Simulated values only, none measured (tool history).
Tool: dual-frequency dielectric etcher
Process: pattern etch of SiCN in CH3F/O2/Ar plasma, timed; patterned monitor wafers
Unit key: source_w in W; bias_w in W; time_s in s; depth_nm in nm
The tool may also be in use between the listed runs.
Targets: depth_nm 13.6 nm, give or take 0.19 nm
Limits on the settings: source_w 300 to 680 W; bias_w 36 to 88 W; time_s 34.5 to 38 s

| run | hour | source_w | bias_w | time_s | depth_nm |
|---|---|---|---|---|---|
| 1 | 0 | 490 | 62 | 38 | 15.424 |
| 2 | 3.2 | 450 | 61 | 38 | 14.743 |
| 3 | 5.7 | 450 | 61 | 38 | 14.797 |
| 4 | 8.9 | 430 | 61 | 38 | 14.459 |
| 5 | 14.4 | 410 | 61 | 38 | 14.208 |
| 6 | 22.9 | 410 | 61 | 38 | 14.188 |
| 7 | 25.6 | 400 | 61 | 38 | 13.958 |
| 8 | 29.5 | 390 | 61 | 38 | 13.807 |
| 9 | 34.1 | 390 | 61 | 38 | 13.841 |

Of the 4 settings listed for the next run, only one would bring every result within its allowed miss of target. Which one?
| A | 38.7 | 410 | 57 | 37.5 | ? |
| B | 38.7 | 410 | 64 | 37 | ? |
| C | 38.7 | 410 | 62 | 37.5 | ? |
| D | 38.7 | 470 | 60 | 35.5 | ? |

| move | depth_nm |
|---|---|
| A | 13.574 |
| B | 13.971 |
| C | 13.996 |
| D | 13.932 |
A: in spec on every target
B: misses by more than the last run did
C: misses by more than the last run did
D: misses by more than the last run did
Move A is the one to make.
